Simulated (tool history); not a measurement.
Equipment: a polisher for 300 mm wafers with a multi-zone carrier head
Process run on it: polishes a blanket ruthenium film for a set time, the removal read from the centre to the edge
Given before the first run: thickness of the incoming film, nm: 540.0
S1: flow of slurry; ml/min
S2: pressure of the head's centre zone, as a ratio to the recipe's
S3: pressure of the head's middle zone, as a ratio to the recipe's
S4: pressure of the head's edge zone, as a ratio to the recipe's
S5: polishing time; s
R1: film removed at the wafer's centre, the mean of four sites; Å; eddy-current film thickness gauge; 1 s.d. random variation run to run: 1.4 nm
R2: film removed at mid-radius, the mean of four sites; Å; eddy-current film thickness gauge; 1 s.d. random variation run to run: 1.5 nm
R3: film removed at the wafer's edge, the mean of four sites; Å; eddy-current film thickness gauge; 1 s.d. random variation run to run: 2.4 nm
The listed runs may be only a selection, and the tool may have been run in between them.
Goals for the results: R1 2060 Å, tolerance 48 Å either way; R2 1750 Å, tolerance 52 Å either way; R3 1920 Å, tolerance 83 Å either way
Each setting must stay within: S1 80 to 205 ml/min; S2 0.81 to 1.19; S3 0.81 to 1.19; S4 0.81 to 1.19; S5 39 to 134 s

run,hour,S1,S2,S3,S4,S5,R1,R2,R3
1,0,135,1,1,1,86,1258.7,1281.8,1351.2
2,5.3,150,1.04,1.01,1.04,91,1428.9,1423.6,1505.5
3,9.8,165,1.04,1.01,1.04,91,1491.5,1436.9,1516.9
4,12.1,165,1.04,1.01,1.1,91,1472.3,1468.6,1532.5
5,15.1,140,1.04,1.01,1.1,91,1415.8,1389.4,1533.9
6,18.7,150,1.08,1.02,1.12,94,1536.7,1487,1597.2
7,24.9,160,1.11,1.01,1.13,97,1663.9,1539.9,1709.8
# hour 27.8: slurry nozzle cleaned
8,27.8,195,1.19,1.03,1.08,104,2241.7,1887.5,1906

Which of these 5 next moves meets every target?
A,30.7,185,1.12,0.94,1.09,104,?,?,?
B,30.7,165,1.17,0.89,1.17,101,?,?,?
C,30.7,190,1.14,0.96,1.12,94,?,?,?
D,30.7,205,1.09,1.12,1.05,100,?,?,?
E,30.7,185,1.18,1,1.13,91,?,?,?

move,R1,R2,R3
A,2042.1,1769.5,1956.2
B,2030.7,1612.4,1945.7
C,1887.5,1633.9,1797.3
D,1944.6,2003.3,1861.8
E,1884,1630.3,1741.9
A: each result inside its tolerance
B: brings the last run's worst result on target, with another outside its allowed miss
C: moves the result that the last run missed by most past its target, out the other side
D: moves the result that the last run missed by most past its target, out the other side
E: moves the result that the last run missed by most past its target, out the other side
Go with A: it meets all targets.
